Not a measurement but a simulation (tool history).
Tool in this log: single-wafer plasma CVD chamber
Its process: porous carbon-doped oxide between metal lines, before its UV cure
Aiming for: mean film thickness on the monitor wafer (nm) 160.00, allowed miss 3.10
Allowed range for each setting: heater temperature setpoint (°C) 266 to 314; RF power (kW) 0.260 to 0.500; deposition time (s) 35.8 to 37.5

run	hour	heater temperature setpoint (°C)	RF power (kW)	deposition time (s)	mean film thickness on the monitor wafer (nm)
1	0.0	290	0.380	37.5	196.90
2	5.7	299	0.380	37.5	186.64
3	10.2	302	0.370	37.5	177.78
4	18.4	304	0.365	37.5	173.56
5	20.5	304	0.365	35.8	166.16
6	23.9	305	0.365	35.8	165.93
7	25.7	306	0.365	35.8	162.65
8	28.6	307	0.365	35.8	161.81
9	37.4	307	0.365	35.8	163.51

Of the 4 settings listed for the next run, only one would bring every result within its allowed miss of target. Which one?
A	46.2	312	0.380	37.5	?
B	46.2	314	0.400	35.8	?
C	46.2	304	0.380	35.8	?
D	46.2	298	0.325	37.5	?

move	mean film thickness on the monitor wafer (nm)
A	173.08
B	171.65
C	173.70
D	161.55
A: misses by more than the last run did
B: misses by more than the last run did
C: misses by more than the last run did
D: meets every target
D is the move that brings every result within its allowed miss.

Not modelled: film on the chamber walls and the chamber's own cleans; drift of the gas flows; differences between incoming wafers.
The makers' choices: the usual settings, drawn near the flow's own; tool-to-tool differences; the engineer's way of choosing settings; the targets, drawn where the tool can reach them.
